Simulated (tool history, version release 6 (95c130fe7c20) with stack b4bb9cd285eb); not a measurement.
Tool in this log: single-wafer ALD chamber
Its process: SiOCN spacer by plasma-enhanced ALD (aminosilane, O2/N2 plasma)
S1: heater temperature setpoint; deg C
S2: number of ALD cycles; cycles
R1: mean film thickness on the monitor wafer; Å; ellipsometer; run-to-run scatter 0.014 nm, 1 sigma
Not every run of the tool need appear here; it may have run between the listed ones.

| run | hour | S1 | S2 | R1 |
|---|---|---|---|---|
| 1 | 0.0 | 420 | 35 | 18.620 |
| 2 | 3.4 | 420 | 38 | 20.130 |
| 3 | 9.5 | 420 | 33 | 17.622 |
| 4 | 14.3 | 413 | 33 | 18.032 |
| 5 | 21.5 | 410 | 36 | 19.771 |
| 6 | 25.4 | 408 | 38 | 20.906 |
| 7 | 26.6 | 407 | 40 | 21.977 |
| 8 | 27.4 | 406 | 41 | 22.913 |
| 9 | 32.9 | 405 | 42 | 23.361 |
| 10 | 37.4 | 404 | 43 | 23.947 |

What will run 11 give?
| 11 | 46.2 | 403 | 43 | ? |

For run 11 the tool returned R1 24.114 Å.
